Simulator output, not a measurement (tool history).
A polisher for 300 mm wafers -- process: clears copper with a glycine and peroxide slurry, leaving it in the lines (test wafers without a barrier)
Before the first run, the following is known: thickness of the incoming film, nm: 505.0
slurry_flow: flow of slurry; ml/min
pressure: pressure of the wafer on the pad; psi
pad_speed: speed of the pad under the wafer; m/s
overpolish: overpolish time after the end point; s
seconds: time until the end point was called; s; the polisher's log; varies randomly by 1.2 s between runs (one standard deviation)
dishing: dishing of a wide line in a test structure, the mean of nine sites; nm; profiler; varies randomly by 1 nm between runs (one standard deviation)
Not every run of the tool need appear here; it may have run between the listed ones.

run 1 hour=0.0 | slurry_flow=210 pressure=2.0 pad_speed=0.94 overpolish=19 | seconds=136.25 dishing=43.481
run 2 hour=1.6 | slurry_flow=210 pressure=2.3 pad_speed=0.94 overpolish=19 | seconds=123.70 dishing=48.402
run 3 hour=9.8 | slurry_flow=260 pressure=2.3 pad_speed=0.94 overpolish=19 | seconds=118.12 dishing=48.416
run 4 hour=15.1 | slurry_flow=250 pressure=2.3 pad_speed=0.94 overpolish=20 | seconds=120.62 dishing=49.758
run 5 hour=17.4 | slurry_flow=200 pressure=2.3 pad_speed=0.94 overpolish=20 | seconds=121.08 dishing=47.876
run 6 hour=19.3 | slurry_flow=200 pressure=2.3 pad_speed=0.94 overpolish=15 | seconds=123.09 dishing=39.273
run 7 hour=24.1 | slurry_flow=200 pressure=2.3 pad_speed=0.94 overpolish=17 | seconds=124.41 dishing=43.340
run 8 hour=26.2 | slurry_flow=195 pressure=2.3 pad_speed=0.94 overpolish=19 | seconds=122.66 dishing=47.399
run 9 hour=30.6 | slurry_flow=195 pressure=2.3 pad_speed=0.94 overpolish=19 | seconds=120.90 dishing=46.809
run 10 hour=37.8 | slurry_flow=195 pressure=2.2 pad_speed=0.94 overpolish=21 | seconds=126.78 dishing=50.734
run 11 hour=40.3 | slurry_flow=195 pressure=2.2 pad_speed=0.94 overpolish=22 | seconds=128.87 dishing=50.525
run 12 hour=49.1 | slurry_flow=195 pressure=2.2 pad_speed=0.94 overpolish=23 | seconds=128.08 dishing=53.430

Run 13, settings as shown, results not yet in. Your forecast:
run 13 hour=52.7 | slurry_flow=195 pressure=2.2 pad_speed=0.94 overpolish=24 | seconds=? dishing=?

seconds: 128.07 s
dishing: 55.279 nm
